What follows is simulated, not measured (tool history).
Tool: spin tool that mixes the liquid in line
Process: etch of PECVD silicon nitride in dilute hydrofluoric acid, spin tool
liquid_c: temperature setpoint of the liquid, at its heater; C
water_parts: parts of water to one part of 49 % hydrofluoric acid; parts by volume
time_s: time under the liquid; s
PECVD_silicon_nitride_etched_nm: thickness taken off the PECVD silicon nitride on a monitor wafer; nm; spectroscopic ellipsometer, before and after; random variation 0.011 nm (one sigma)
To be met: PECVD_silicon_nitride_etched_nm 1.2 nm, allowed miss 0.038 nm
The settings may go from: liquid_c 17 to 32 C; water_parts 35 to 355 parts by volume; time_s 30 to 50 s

| run | hour | liquid_c | water_parts | time_s | PECVD_silicon_nitride_etched_nm |
|---|---|---|---|---|---|
| 1 | 0 | 24 | 195 | 50 | 1.3617 |
| 2 | 7.1 | 24 | 125 | 50 | 2.1293 |
| 3 | 12.3 | 22.5 | 130 | 50 | 1.8657 |
| 4 | 14.8 | 22.5 | 130 | 50 | 1.862 |
| 5 | 17.2 | 22.5 | 90 | 50 | 2.6618 |
| 6 | 22.7 | 22.5 | 120 | 50 | 1.999 |
| 7 | 30.2 | 21 | 125 | 50 | 1.7414 |
| 8 | 37.5 | 20 | 130 | 50 | 1.5721 |
| 9 | 45.9 | 17 | 145 | 50 | 1.1497 |

Which of these 5 next moves meets every target?
| A | 54.3 | 19 | 190 | 50 | ? |
| B | 54.3 | 18 | 150 | 50 | ? |
| C | 54.3 | 19 | 150 | 50 | ? |
| D | 54.3 | 20 | 160 | 50 | ? |
| E | 54.3 | 17 | 150 | 50 | ? |

| move | PECVD_silicon_nitride_etched_nm |
|---|---|
| A | 1.0301 |
| B | 1.2105 |
| C | 1.2953 |
| D | 1.3008 |
| E | 1.1307 |
A: further off than the last run
B: meets every target
C: takes the result that was furthest off past its target
D: takes the result that was furthest off past its target
E: further off than the last run
Move B is the one to make.
